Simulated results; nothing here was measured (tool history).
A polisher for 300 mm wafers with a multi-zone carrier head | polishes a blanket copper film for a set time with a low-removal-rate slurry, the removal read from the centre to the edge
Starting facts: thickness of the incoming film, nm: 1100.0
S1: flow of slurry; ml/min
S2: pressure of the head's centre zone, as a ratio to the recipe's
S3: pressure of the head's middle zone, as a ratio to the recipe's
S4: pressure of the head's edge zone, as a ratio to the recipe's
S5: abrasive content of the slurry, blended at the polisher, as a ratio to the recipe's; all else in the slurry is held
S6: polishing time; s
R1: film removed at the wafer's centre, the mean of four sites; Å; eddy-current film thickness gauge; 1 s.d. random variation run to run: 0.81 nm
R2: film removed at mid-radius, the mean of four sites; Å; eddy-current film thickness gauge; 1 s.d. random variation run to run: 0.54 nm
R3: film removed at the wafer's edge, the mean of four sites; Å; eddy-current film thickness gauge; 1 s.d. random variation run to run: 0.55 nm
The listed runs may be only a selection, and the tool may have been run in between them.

run,hour,S1,S2,S3,S4,S5,S6,R1,R2,R3
1,0.0,200,1.00,1.00,1.00,1.00,38,781.08,770.52,779.14
2,2.0,190,0.96,0.98,1.01,1.00,38,741.75,751.23,792.34
3,8.5,180,0.93,0.97,1.00,0.95,38,703.13,727.56,760.79
4,16.9,180,0.93,0.97,1.00,0.85,38,694.82,697.95,731.23
5,21.5,180,0.93,0.97,1.00,0.70,38,633.11,651.86,679.65
6,26.0,180,0.93,0.97,1.07,0.70,38,637.17,645.06,713.71
7,33.4,190,0.92,0.98,1.08,0.70,38,628.43,652.33,709.28
8,40.4,190,0.92,0.98,1.08,0.70,38,633.45,676.42,717.16

For run 9, what comes out?
9,43.8,195,0.91,0.98,1.10,0.70,38,?,?,?

Run 9 yielded R1 618.53 Å, R2 671.30 Å, R3 721.42 Å.

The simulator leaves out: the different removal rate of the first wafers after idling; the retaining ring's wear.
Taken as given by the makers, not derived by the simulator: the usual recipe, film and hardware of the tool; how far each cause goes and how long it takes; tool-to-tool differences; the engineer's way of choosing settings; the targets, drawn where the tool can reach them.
